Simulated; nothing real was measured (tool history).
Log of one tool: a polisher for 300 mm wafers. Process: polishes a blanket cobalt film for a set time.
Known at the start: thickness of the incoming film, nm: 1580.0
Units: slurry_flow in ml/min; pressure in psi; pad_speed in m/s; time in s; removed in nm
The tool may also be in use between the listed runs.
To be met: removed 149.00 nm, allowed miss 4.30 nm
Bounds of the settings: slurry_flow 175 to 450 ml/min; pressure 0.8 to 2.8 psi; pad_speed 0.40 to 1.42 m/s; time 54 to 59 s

| run | hour | slurry_flow | pressure | pad_speed | time | removed |
|---|---|---|---|---|---|---|
| 1 | 0.0 | 290 | 1.8 | 0.90 | 59 | 238.29 |
| 2 | 7.5 | 240 | 1.8 | 0.90 | 59 | 234.88 |
| 3 | 15.4 | 195 | 1.8 | 0.90 | 59 | 221.47 |
| 4 | 16.4 | 195 | 2.2 | 0.90 | 59 | 271.14 |
| 5 | 20.9 | 190 | 1.8 | 0.90 | 59 | 221.02 |
| 6 | 25.2 | 185 | 1.6 | 0.90 | 59 | 197.14 |
| 7 | 26.5 | 185 | 1.4 | 0.90 | 59 | 174.88 |
|  | 34.4 | slurry nozzle cleaned |
| 8 | 34.4 | 185 | 1.3 | 0.90 | 59 | 167.64 |
| 9 | 42.1 | 185 | 1.3 | 0.90 | 59 | 171.09 |
| 10 | 44.5 | 185 | 1.2 | 0.90 | 59 | 153.79 |
| 11 | 52.4 | 180 | 1.2 | 0.90 | 59 | 153.72 |
| 12 | 54.4 | 175 | 1.2 | 0.90 | 59 | 155.30 |

5 next moves are on the table. One of them brings every result within its allowed miss. Which?
| A | 56.4 | 175 | 1.1 | 1.00 | 56 | ? |
| B | 56.4 | 225 | 1.3 | 0.90 | 57 | ? |
| C | 56.4 | 175 | 1.3 | 0.88 | 58 | ? |
| D | 56.4 | 175 | 1.7 | 0.70 | 59 | ? |
| E | 56.4 | 260 | 1.0 | 1.10 | 59 | ? |

| move | removed |
|---|---|
| A | 150.90 |
| B | 169.37 |
| C | 161.93 |
| D | 171.03 |
| E | 169.01 |
A: meets every target
B: further off than the last run
C: further off than the last run
D: further off than the last run
E: further off than the last run
Answer: A
